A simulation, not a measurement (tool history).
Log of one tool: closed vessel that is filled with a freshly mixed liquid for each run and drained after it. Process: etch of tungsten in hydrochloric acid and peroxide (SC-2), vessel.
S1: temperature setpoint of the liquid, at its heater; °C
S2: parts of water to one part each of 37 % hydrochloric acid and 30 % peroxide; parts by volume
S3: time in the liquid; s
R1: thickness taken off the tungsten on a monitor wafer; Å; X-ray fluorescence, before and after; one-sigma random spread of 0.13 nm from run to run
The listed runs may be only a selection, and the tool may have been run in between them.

{"run": 1, "hour": 0.0, "S1": 51.0, "S2": 7.5, "S3": 45, "R1": 154.25}
{"run": 2, "hour": 4.8, "S1": 52.0, "S2": 7.5, "S3": 45, "R1": 166.2}
{"run": 3, "hour": 6.4, "S1": 52.0, "S2": 7.5, "S3": 35, "R1": 129.01}
{"run": 4, "hour": 8.5, "S1": 54.0, "S2": 7.5, "S3": 35, "R1": 147.39}
{"run": 5, "hour": 13.8, "S1": 54.0, "S2": 7.5, "S3": 35, "R1": 147.78}
{"run": 6, "hour": 18.5, "S1": 55.5, "S2": 7.5, "S3": 35, "R1": 161.86}
{"run": 7, "hour": 25.8, "S1": 56.5, "S2": 7.5, "S3": 35, "R1": 173.76}
{"run": 8, "hour": 34.6, "S1": 57.5, "S2": 7.5, "S3": 35, "R1": 183.85}

For run 9, what comes out?
{"run": 9, "hour": 39.6, "S1": 58.5, "S2": 7.5, "S3": 35, "R1": "?"}

R1: 195.81 Å
